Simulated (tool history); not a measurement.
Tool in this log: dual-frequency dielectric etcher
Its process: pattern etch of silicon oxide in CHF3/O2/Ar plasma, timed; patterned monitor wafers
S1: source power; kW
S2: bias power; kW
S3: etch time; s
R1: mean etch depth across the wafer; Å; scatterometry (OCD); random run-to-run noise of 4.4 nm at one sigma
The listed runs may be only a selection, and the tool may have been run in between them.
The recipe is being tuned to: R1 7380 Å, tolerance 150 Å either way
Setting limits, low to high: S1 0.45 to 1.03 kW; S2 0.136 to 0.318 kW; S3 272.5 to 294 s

run 1 hour=0 | S1=0.74 S2=0.227 S3=294 | R1=6697.6
run 2 hour=6.9 | S1=0.74 S2=0.227 S3=272.5 | R1=6126.5
run 3 hour=14 | S1=0.62 S2=0.227 S3=272.5 | R1=5824.8
run 4 hour=18.6 | S1=0.68 S2=0.233 S3=273 | R1=5995.3
run 5 hour=23.9 | S1=0.68 S2=0.233 S3=294 | R1=6497.6
run 6 hour=29.8 | S1=0.68 S2=0.264 S3=294 | R1=6769.7
run 7 hour=37.8 | S1=0.71 S2=0.266 S3=294 | R1=6919.7
run 8 hour=39 | S1=0.73 S2=0.267 S3=294 | R1=6948.9
run 9 hour=39.6 | S1=0.73 S2=0.267 S3=294 | R1=7049.2
run 10 hour=43.8 | S1=0.74 S2=0.268 S3=294 | R1=7099.7
run 11 hour=45.5 | S1=0.75 S2=0.269 S3=294 | R1=7131.1
run 12 hour=54 | S1=0.76 S2=0.27 S3=294 | R1=7180.7
run 13 hour=62.2 | S1=0.77 S2=0.27 S3=294 | R1=7227
run 14 hour=67.2 | S1=0.78 S2=0.27 S3=294 | R1=7250.2

Consider the 5 candidate settings below. Which is the only one whose results all fall within their allowed miss of target?
run A hour=72.2 | S1=0.78 S2=0.254 S3=290.5 | R1=?
run B hour=72.2 | S1=0.69 S2=0.286 S3=289 | R1=?
run C hour=72.2 | S1=0.73 S2=0.27 S3=290.5 | R1=?
run D hour=72.2 | S1=0.89 S2=0.259 S3=294 | R1=?
run E hour=72.2 | S1=0.78 S2=0.273 S3=285.5 | R1=?

move=A R1=6944
move=B R1=6937.1
move=C R1=6950.1
move=D R1=7405.7
move=E R1=7013.9
A: the biggest miss grows against the last run
B: the biggest miss grows against the last run
C: the biggest miss grows against the last run
D: each result inside its tolerance
E: the biggest miss grows against the last run
So the answer is move D, the one that meets all the targets.
